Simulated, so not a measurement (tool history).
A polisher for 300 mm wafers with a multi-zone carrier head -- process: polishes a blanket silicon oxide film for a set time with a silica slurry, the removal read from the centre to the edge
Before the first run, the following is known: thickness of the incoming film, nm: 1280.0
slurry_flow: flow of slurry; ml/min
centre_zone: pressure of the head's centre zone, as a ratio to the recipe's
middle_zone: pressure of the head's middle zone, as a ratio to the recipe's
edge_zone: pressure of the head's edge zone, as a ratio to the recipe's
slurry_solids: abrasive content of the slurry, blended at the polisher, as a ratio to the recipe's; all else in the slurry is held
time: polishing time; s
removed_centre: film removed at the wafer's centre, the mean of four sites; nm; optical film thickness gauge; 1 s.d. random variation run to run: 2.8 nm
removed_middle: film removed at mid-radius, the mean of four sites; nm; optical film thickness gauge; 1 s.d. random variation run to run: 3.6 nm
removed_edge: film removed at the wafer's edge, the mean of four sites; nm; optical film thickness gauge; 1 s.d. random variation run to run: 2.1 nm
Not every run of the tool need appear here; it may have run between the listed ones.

{"run": 1, "day": 0.0, "slurry_flow": 240, "centre_zone": 1.0, "middle_zone": 1.0, "edge_zone": 1.0, "slurry_solids": 1.0, "time": 67, "removed_centre": 243.55, "removed_middle": 246.72, "removed_edge": 241.55}
{"run": 2, "day": 0.171, "slurry_flow": 190, "centre_zone": 1.0, "middle_zone": 1.0, "edge_zone": 1.0, "slurry_solids": 1.0, "time": 67, "removed_centre": 236.1, "removed_middle": 242.44, "removed_edge": 234.31}
{"run": 3, "day": 0.312, "slurry_flow": 210, "centre_zone": 1.01, "middle_zone": 1.0, "edge_zone": 1.03, "slurry_solids": 1.0, "time": 67, "removed_centre": 244.41, "removed_middle": 243.95, "removed_edge": 244.07}
{"run": 4, "day": 0.533, "slurry_flow": 225, "centre_zone": 1.01, "middle_zone": 1.01, "edge_zone": 1.05, "slurry_solids": 1.0, "time": 67, "removed_centre": 241.08, "removed_middle": 248.55, "removed_edge": 248.37}
{"run": 5, "day": 0.621, "slurry_flow": 225, "centre_zone": 1.01, "middle_zone": 1.07, "edge_zone": 1.05, "slurry_solids": 1.0, "time": 67, "removed_centre": 247.74, "removed_middle": 261.87, "removed_edge": 246.64}
{"run": 6, "day": 0.942, "slurry_flow": 225, "centre_zone": 1.01, "middle_zone": 1.07, "edge_zone": 1.09, "slurry_solids": 1.0, "time": 67, "removed_centre": 243.82, "removed_middle": 255.17, "removed_edge": 251.3}
{"run": 7, "day": 1.021, "slurry_flow": 235, "centre_zone": 1.02, "middle_zone": 1.07, "edge_zone": 1.11, "slurry_solids": 1.0, "time": 67, "removed_centre": 249.6, "removed_middle": 270.46, "removed_edge": 254.13}
{"run": 8, "day": 1.208, "slurry_flow": 240, "centre_zone": 1.03, "middle_zone": 1.03, "edge_zone": 1.13, "slurry_solids": 1.0, "time": 67, "removed_centre": 257.29, "removed_middle": 256.68, "removed_edge": 256.3}
{"run": 9, "day": 1.362, "slurry_flow": 245, "centre_zone": 1.02, "middle_zone": 1.02, "edge_zone": 1.14, "slurry_solids": 1.0, "time": 67, "removed_centre": 252.84, "removed_middle": 249.33, "removed_edge": 260.77}

What will run 10 give?
{"run": 10, "day": 1.454, "slurry_flow": 255, "centre_zone": 1.02, "middle_zone": 1.02, "edge_zone": 1.15, "slurry_solids": 1.0, "time": 67, "removed_centre": "?", "removed_middle": "?", "removed_edge": "?"}

{"run 10": {"removed_centre": 252.15, "removed_middle": 250.83, "removed_edge": 264.03}}
